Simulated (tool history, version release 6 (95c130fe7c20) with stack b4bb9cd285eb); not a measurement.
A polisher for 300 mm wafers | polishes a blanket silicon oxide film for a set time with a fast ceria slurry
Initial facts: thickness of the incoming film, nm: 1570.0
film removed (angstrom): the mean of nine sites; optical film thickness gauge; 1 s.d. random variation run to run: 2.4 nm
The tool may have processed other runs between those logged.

run	day	flow of slurry (ml/min)	pressure of the wafer on the pad (kPa)	speed of the pad under the wafer (m/s)	polishing time (s)	film removed (angstrom)
1	0	205	13.1	0.98	32	2987.5
2	0.083	185	13.1	0.98	32	2965.2
3	0.35	155	13.1	0.98	32	2928.2
4	0.717	155	13.1	0.98	29	2558.8
5	0.792	145	11	0.98	29	2214.4
6	0.942	145	11	0.98	32	2450.7

Expected results for the next run?
7	1.254	145	11	0.98	32	?

film removed (angstrom): 2481.2
